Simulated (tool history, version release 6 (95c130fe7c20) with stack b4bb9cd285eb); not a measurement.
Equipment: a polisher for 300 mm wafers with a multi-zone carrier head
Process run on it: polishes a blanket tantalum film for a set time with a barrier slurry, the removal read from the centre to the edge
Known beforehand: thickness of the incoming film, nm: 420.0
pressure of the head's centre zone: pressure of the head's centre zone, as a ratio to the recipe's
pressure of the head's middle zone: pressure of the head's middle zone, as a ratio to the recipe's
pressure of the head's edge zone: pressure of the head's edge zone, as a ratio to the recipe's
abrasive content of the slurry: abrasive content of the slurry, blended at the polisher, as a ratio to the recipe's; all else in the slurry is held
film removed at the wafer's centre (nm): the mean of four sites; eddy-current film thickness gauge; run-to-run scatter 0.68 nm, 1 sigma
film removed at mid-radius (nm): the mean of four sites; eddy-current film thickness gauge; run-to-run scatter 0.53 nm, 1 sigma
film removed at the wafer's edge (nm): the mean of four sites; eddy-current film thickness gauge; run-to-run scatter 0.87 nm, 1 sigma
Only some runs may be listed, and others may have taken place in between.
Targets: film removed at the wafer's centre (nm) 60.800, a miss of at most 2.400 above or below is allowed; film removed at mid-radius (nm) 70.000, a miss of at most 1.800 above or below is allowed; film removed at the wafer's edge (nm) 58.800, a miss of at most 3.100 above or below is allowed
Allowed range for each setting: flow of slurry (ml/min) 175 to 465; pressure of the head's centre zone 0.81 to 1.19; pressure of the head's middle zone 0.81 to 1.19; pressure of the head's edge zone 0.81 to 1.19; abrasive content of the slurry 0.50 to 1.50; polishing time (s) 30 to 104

run  hour  flow of slurry (ml/min)  pressure of the head's centre zone  pressure of the head's middle zone  pressure of the head's edge zone  abrasive content of the slurry  polishing time (s)  film removed at the wafer's centre (nm)  film removed at mid-radius (nm)  film removed at the wafer's edge (nm)
  1   0.0                      295                                1.00                                1.00                              1.00                            1.00                  67                                   75.665                           76.490                                 71.384
  2   9.0                      245                                1.00                                1.00                              1.00                            1.00                  67                                   72.892                           75.261                                 72.281
  3  15.9                      270                                0.97                                1.01                              0.96                            0.90                  67                                   72.620                           74.475                                 69.663
  4  20.6                      270                                0.97                                1.01                              0.96                            1.05                  67                                   73.785                           78.374                                 71.963
  5  29.5                      290                                0.94                                1.03                              0.94                            0.95                  65                                   68.835                           75.316                                 68.253
  6  31.8                      290                                0.94                                1.03                              1.01                            0.95                  65                                   69.452                           74.867                                 72.453
     38.2  -- edge zone pressure recalibrated
  7  38.2                      285                                0.93                                1.04                              0.96                            0.90                  64                                   66.385                           72.782                                 65.722
  8  39.4                      275                                0.92                                1.04                              0.94                            0.85                  64                                   65.101                           71.074                                 64.807
  9  44.8                      275                                0.92                                1.04                              0.94                            0.85                  64                                   63.344                           71.520                                 66.921
 10  53.0                      285                                0.92                                1.05                              0.91                            0.80                  63                                   62.184                           69.581                                 62.079

Pick the move, out of 5, that brings all results within their allowed miss; only one does.
  A  61.2                      250                                0.81                                0.97                              0.94                            0.55                  79                                        ?                                ?                                      ?
  B  61.2                      360                                0.89                                1.14                              0.91                            0.60                  66                                        ?                                ?                                      ?
  C  61.2                      310                                0.97                                1.15                              0.92                            0.60                  67                                        ?                                ?                                      ?
  D  61.2                      290                                0.84                                1.09                              0.97                            0.80                  66                                        ?                                ?                                      ?
  E  61.2                      205                                0.81                                1.04                              1.05                            0.80                  67                                        ?                                ?                                      ?

move  film removed at the wafer's centre (nm)  film removed at mid-radius (nm)  film removed at the wafer's edge (nm)
   A                                   58.826                           67.752                                 66.187
   B                                   57.424                           69.112                                 58.447
   C                                   61.339                           69.667                                 59.019
   D                                   61.002                           74.307                                 67.296
   E                                   57.514                           69.843                                 68.803
A: lands further from the targets than the last run did
B: puts the biggest miss on target and leaves a different result outside tolerance
C: meets every target
D: lands further from the targets than the last run did
E: lands further from the targets than the last run did
Answer: C
